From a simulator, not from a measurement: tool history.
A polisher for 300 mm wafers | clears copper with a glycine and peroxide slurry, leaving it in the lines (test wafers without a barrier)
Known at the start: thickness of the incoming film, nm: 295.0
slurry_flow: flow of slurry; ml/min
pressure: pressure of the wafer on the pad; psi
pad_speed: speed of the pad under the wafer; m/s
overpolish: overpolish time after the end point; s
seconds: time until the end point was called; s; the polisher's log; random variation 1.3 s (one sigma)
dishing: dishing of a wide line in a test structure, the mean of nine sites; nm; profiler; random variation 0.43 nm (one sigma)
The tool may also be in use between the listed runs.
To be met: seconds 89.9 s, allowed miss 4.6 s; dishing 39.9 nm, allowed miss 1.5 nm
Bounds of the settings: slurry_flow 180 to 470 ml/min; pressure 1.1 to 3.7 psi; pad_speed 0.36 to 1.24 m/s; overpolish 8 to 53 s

| run | hour | slurry_flow | pressure | pad_speed | overpolish | seconds | dishing |
|---|---|---|---|---|---|---|---|
| 1 | 0 | 300 | 2.4 | 0.8 | 27 | 82.113 | 60.516 |
| 2 | 3.5 | 300 | 2.7 | 0.8 | 27 | 75.694 | 64.552 |
| 3 | 10.2 | 300 | 2.6 | 0.8 | 25 | 74.809 | 60.367 |
| 4 | 18.2 | 300 | 2.6 | 0.7 | 25 | 84.571 | 54.51 |
| 5 | 19.4 | 300 | 2.6 | 0.7 | 24 | 83.354 | 52.679 |
|  | 26.4 | worn pad replaced by a new one |
| 6 | 26.4 | 300 | 2.6 | 0.8 | 24 | 67.074 | 61.768 |
| 7 | 34.9 | 300 | 2.4 | 0.8 | 23 | 74.143 | 56.526 |
| 8 | 43.2 | 300 | 2.4 | 0.8 | 23 | 71.232 | 56.764 |

4 next moves are on the table. One of them brings every result within its allowed miss. Which?
| A | 51.5 | 250 | 2.1 | 0.58 | 24 | ? | ? |
| B | 51.5 | 370 | 1.8 | 0.66 | 21 | ? | ? |
| C | 51.5 | 295 | 2.2 | 0.58 | 22 | ? | ? |
| D | 51.5 | 305 | 2.2 | 0.64 | 19 | ? | ? |

| move | seconds | dishing |
|---|---|---|
| A | 103.67 | 44.552 |
| B | 101.99 | 39.873 |
| C | 98.608 | 43.182 |
| D | 92.159 | 40.158 |
A: nearer than the last run, and not there yet
B: brings the result that was furthest off to its target, and leaves another outside
C: nearer than the last run, and not there yet
D: meets every target
The right move is D.
